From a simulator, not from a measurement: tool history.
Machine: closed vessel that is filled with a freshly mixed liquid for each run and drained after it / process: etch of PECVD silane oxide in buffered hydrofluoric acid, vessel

run,hour,temperature setpoint of the liquid (K),parts of 40 % ammonium fluoride to one part of 49 % hydrofluoric acid (parts by volume),time in the liquid (s),thickness taken off the PECVD silane oxide on a monitor wafer (nm)
1,0,295.15,18.5,85,84.903
2,9.1,295.15,18.5,90,89.164
3,14.6,295.15,18.5,85,84.064
4,21.7,295.65,18.5,85,87.268
5,23.5,298.15,18.5,85,99.996
6,32.6,298.15,23.5,85,82.575
7,37.4,298.65,23.5,85,84.637
8,39,298.65,23.5,85,85.092
9,41.8,299.15,23.5,85,87.643

What will run 10 give?
10,47.1,299.65,23.5,85,?

Logged for run 10: thickness taken off the PECVD silane oxide on a monitor wafer (nm) 90.67.
